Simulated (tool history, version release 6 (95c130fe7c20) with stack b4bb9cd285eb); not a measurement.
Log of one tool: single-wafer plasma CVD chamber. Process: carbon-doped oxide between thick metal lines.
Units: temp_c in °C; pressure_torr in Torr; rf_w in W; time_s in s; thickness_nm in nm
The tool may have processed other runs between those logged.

run    day  temp_c  pressure_torr  rf_w  time_s  thickness_nm
  1  0.000     340           6.07   555     141        723.27
  2  0.296     334           6.07   555     141        742.83
  3  0.479     333           6.17   560     141        746.36
  4  0.783     332           6.24   570     141        760.42
  5  0.879     331           6.33   575     141        775.35
  6  1.150     330           6.42   575     141        779.61
  7  1.233     329           6.51   575     141        774.37
  8  1.388     328           6.53   580     141        789.85
  9  1.438     327           6.60   580     141        788.27

Run 10, settings as shown, results not yet in. Your forecast:
 10  1.792     326           6.64   585     141             ?

thickness_nm: 792.07 nm
